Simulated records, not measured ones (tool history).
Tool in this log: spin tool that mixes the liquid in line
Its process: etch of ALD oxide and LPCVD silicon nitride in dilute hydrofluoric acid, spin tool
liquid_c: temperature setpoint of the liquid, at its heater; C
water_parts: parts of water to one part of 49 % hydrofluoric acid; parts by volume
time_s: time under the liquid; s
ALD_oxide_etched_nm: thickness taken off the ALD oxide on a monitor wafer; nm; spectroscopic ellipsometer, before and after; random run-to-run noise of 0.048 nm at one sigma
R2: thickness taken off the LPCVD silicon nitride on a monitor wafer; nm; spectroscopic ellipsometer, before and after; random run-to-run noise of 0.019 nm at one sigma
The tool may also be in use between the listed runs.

run 1 hour=0.0 | liquid_c=25.0 water_parts=45 time_s=30 | ALD_oxide_etched_nm=8.1506 R2=0.26449
run 2 hour=7.9 | liquid_c=23.5 water_parts=45 time_s=30 | ALD_oxide_etched_nm=7.6209 R2=0.26234
run 3 hour=11.4 | liquid_c=23.5 water_parts=45 time_s=40 | ALD_oxide_etched_nm=10.1780 R2=0.33890
run 4 hour=18.9 | liquid_c=21.5 water_parts=45 time_s=40 | ALD_oxide_etched_nm=9.3190 R2=0.30662
run 5 hour=22.2 | liquid_c=21.5 water_parts=45 time_s=30 | ALD_oxide_etched_nm=7.0940 R2=0.18342
-- hour=29.6 hydrofluoric acid flow meter replaced
run 6 hour=29.6 | liquid_c=21.0 water_parts=45 time_s=30 | ALD_oxide_etched_nm=7.8022 R2=0.26204

Run 7 has not been measured yet. What should we expect?
run 7 hour=34.5 | liquid_c=21.5 water_parts=45 time_s=30 | ALD_oxide_etched_nm=? R2=?

Run 7 measured ALD_oxide_etched_nm 7.7725 nm, R2 0.24442 nm.
